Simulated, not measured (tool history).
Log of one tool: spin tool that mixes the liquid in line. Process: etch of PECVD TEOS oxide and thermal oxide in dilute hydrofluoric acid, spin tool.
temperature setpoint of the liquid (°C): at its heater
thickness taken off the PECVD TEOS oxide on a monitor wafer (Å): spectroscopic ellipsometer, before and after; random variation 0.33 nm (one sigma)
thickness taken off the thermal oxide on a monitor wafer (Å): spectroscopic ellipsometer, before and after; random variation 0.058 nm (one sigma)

| run | hour | temperature setpoint of the liquid (°C) | parts of water to one part of 49 % hydrofluoric acid (parts by volume) | time under the liquid (s) | thickness taken off the PECVD TEOS oxide on a monitor wafer (Å) | thickness taken off the thermal oxide on a monitor wafer (Å) |
|---|---|---|---|---|---|---|
| 1 | 0.0 | 21.0 | 90 | 110 | 293.67 | 52.583 |
| 2 | 5.3 | 21.0 | 100 | 110 | 259.22 | 47.113 |
| 3 | 11.0 | 21.0 | 120 | 110 | 209.29 | 37.714 |
| 4 | 19.3 | 23.5 | 110 | 110 | 255.02 | 45.650 |
|  | 20.3 | thermometer replaced |
| 5 | 20.3 | 27.0 | 110 | 110 | 278.05 | 50.388 |
| 6 | 26.5 | 27.5 | 100 | 110 | 320.73 | 57.062 |
| 7 | 34.1 | 27.5 | 100 | 110 | 320.42 | 57.747 |
| 8 | 35.1 | 28.0 | 90 | 110 | 364.26 | 66.914 |
| 9 | 41.0 | 28.5 | 75 | 115 | 477.65 | 86.600 |

The next listed run, before its measurement:
| 10 | 46.5 | 27.5 | 75 | 115 | ? | ? |

Run 10 gave thickness taken off the PECVD TEOS oxide on a monitor wafer (Å) 456.42, thickness taken off the thermal oxide on a monitor wafer (Å) 83.623.

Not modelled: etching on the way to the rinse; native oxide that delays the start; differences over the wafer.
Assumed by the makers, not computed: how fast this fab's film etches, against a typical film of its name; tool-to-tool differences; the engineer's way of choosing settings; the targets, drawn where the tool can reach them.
